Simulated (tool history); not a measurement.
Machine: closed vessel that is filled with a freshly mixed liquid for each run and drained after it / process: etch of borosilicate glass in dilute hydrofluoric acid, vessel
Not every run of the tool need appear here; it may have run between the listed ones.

run  hour  temperature setpoint of the liquid (C)  parts of water to one part of 49 % hydrofluoric acid (parts by volume)  time in the liquid (s)  thickness taken off the borosilicate glass on a monitor wafer (Å)
  1   0.0                                    24.0                                                                     190                     355                                                             469.66
  2   2.5                                    22.5                                                                     190                     355                                                             437.53
  3  11.0                                    22.5                                                                     135                     355                                                             653.13
  4  16.6                                    21.5                                                                     150                     355                                                             555.95
  5  25.8                                    21.5                                                                      85                     355                                                            1064.60
  6  32.8                                    20.5                                                                     110                     355                                                             766.84
  7  38.0                                    19.5                                                                     125                     355                                                             640.15
  8  42.1                                    19.0                                                                     140                     355                                                             552.87
  9  46.7                                    18.5                                                                     150                     355                                                             499.79
 10  49.8                                    18.0                                                                     160                     355                                                             451.41
 11  55.0                                    18.0                                                                     165                     355                                                             436.66
 12  56.5                                    18.0                                                                     165                     355                                                             435.19

Expected results for the next run?
 13  64.8                                    17.0                                                                     200                     355                                                                  ?

{"run 13": {"thickness taken off the borosilicate glass on a monitor wafer (Å)": 333.41}}
